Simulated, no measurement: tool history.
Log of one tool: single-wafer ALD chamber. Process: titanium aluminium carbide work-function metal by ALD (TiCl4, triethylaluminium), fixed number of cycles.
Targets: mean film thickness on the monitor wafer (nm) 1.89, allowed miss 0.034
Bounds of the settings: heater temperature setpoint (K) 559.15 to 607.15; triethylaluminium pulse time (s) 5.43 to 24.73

run	hour	heater temperature setpoint (K)	triethylaluminium pulse time (s)	mean film thickness on the monitor wafer (nm)
1	0	583.15	15.08	2.1386
2	4.6	573.15	15.08	2.0377
3	11.2	573.15	13.19	2.0381
4	16.9	573.15	10.73	1.9939
5	19.6	578.15	10.73	2.0373
6	24.4	575.15	10.27	2.0029
7	25.9	573.15	9.93	1.9752
8	27.4	572.15	9.71	1.9676
9	34.3	571.15	9.5	1.9551
10	35.7	562.15	8.73	1.8267
11	38.8	563.15	8.82	1.8461

5 next moves are on the table. One of them brings every result within its allowed miss. Which?
A	41.9	567.15	8.86	?
B	41.9	559.15	8.22	?
C	41.9	559.15	8.9	?
D	41.9	559.15	9.04	?
E	41.9	561.15	8.57	?

move	mean film thickness on the monitor wafer (nm)
A	1.894
B	1.792
C	1.8205
D	1.8255
E	1.8261
A: meets every target
B: further off than the last run
C: further off than the last run
D: further off than the last run
E: further off than the last run
Move A is the one to make.
